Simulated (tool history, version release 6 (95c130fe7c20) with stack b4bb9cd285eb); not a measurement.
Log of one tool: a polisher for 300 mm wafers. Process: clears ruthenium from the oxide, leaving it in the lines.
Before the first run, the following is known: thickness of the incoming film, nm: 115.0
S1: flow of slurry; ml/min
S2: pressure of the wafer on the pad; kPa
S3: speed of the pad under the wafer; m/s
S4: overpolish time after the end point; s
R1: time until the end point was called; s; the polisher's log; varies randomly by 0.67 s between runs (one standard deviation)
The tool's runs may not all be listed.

run,day,S1,S2,S3,S4,R1
1,0,165,15.2,1,45,105.44
2,0.15,175,16.5,1,45,96.696
3,0.529,150,16.5,1,45,100.03
4,0.892,170,17.9,1,45,91.82
5,1.204,170,15.9,1,45,100.51
6,1.296,205,15.9,1,45,96.69

Expected results for the next run?
7,1.496,215,17.2,1,45,?

{"run 7": {"R1": 90.184}}

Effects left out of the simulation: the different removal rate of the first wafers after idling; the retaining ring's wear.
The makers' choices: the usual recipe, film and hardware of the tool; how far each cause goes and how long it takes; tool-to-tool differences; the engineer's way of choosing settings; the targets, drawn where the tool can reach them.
